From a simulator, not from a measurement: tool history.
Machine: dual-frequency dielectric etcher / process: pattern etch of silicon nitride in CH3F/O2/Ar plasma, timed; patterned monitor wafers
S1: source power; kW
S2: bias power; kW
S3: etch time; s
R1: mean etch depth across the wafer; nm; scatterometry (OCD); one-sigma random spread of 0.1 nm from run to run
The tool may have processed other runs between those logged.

run  hour     S1     S2    S3      R1
  1   0.0  0.450  0.061  41.5  29.523
  2   8.8  0.450  0.065  41.5  30.162
  3  10.7  0.420  0.064  41.5  29.561
  4  14.2  0.390  0.062  41.5  28.398
  5  17.0  0.390  0.066  41.5  28.767
  6  21.1  0.440  0.066  41.5  30.279
  7  27.2  0.440  0.066  41.5  30.350

Run 8, settings as shown, results not yet in. Your forecast:
     34.9  -- source power generator calibrated
  8  34.9  0.400  0.065  41.5   ?

{"run 8": {"R1": 29.41}}
